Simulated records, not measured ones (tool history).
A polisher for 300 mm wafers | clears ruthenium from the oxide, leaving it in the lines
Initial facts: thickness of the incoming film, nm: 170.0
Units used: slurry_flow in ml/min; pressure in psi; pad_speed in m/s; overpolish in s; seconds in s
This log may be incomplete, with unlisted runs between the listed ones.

run    day  slurry_flow  pressure  pad_speed  overpolish  seconds
  1      0          235       2.5       1.22           5   87.503
  2  0.317          235       2.5       1.22           5   85.609
  3  0.529          190       2.5       1.22           5   88.994
  4  0.662          195       2.7       1.22           5   81.703
  5  0.888          195       2.7       1.22           5   82.474
  6  1.121          195       3.3       1.22           5   69.813

Estimate the outcome of run 7 from the log above:
  7  1.35          195       3.4       1.26           5        ?

{"run 7": {"seconds": 64.839}}
